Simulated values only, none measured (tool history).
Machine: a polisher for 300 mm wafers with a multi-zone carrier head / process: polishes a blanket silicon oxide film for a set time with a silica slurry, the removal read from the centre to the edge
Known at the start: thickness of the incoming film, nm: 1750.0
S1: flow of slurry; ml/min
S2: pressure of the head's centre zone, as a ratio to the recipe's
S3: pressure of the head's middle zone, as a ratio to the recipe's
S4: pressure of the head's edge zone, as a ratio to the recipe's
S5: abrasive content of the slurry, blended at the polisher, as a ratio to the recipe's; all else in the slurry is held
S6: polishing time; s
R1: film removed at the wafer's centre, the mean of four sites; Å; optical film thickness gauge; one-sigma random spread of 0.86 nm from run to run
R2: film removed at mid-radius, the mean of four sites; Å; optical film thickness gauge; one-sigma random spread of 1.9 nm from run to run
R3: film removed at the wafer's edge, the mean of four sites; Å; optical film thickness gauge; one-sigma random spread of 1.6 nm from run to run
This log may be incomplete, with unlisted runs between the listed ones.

Run 1, hour 0.0: S1 120 ml/min, S2 1.00, S3 1.00, S4 1.00, S5 1.0, S6 84 s. Result: R1 2031.3 Å, R2 2017.2 Å, R3 2103.9 Å.
Run 2, hour 6.0: S1 120 ml/min, S2 1.00, S3 1.08, S4 1.00, S5 1.0, S6 84 s. Result: R1 2045.4 Å, R2 2193.3 Å, R3 2134.9 Å.
Run 3, hour 9.4: S1 120 ml/min, S2 1.00, S3 1.08, S4 1.00, S5 0.9, S6 84 s. Result: R1 1954.3 Å, R2 2080.8 Å, R3 2028.3 Å.
Run 4, hour 13.0: S1 130 ml/min, S2 1.00, S3 1.08, S4 1.00, S5 0.9, S6 84 s. Result: R1 2009.9 Å, R2 2126.1 Å, R3 2040.2 Å.
Run 5, hour 21.0: S1 140 ml/min, S2 0.98, S3 1.07, S4 0.96, S5 0.8, S6 80 s. Result: R1 1823.5 Å, R2 1958.9 Å, R3 1817.8 Å.
Run 6, hour 24.5: S1 140 ml/min, S2 0.91, S3 1.07, S4 0.96, S5 0.8, S6 80 s. Result: R1 1695.8 Å, R2 1999.7 Å, R3 1804.2 Å.

Run 7 comes next. What will it give?
Run 7, hour 28.9: S1 140 ml/min, S2 0.91, S3 1.07, S4 0.96, S5 0.8, S6 80 s. Result: R1 ?, R2 ?, R3 ?.

R1: 1675.6 Å
R2: 1955.5 Å
R3: 1793.7 Å

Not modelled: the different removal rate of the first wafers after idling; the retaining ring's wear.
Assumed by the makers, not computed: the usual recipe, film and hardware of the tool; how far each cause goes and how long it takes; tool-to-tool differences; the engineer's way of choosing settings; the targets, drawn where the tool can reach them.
